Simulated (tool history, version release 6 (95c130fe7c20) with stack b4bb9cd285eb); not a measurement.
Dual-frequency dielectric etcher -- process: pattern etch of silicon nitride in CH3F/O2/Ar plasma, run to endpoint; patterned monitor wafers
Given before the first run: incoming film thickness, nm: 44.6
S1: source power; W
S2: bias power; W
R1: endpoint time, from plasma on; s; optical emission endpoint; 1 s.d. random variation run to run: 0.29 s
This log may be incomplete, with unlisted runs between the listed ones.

{"run": 1, "hour": 0.0, "S1": 390, "S2": 101, "R1": 63.081}
{"run": 2, "hour": 7.9, "S1": 410, "S2": 102, "R1": 61.447}
{"run": 3, "hour": 10.0, "S1": 340, "S2": 102, "R1": 66.563}
{"run": 4, "hour": 12.3, "S1": 340, "S2": 88, "R1": 71.01}
{"run": 5, "hour": 18.1, "S1": 340, "S2": 95, "R1": 68.21}
{"run": 6, "hour": 19.1, "S1": 340, "S2": 78, "R1": 74.212}

Predict the results of run 7:
{"run": 7, "hour": 21.4, "S1": 420, "S2": 98, "R1": "?"}

{"run 7": {"R1": 62.213}}
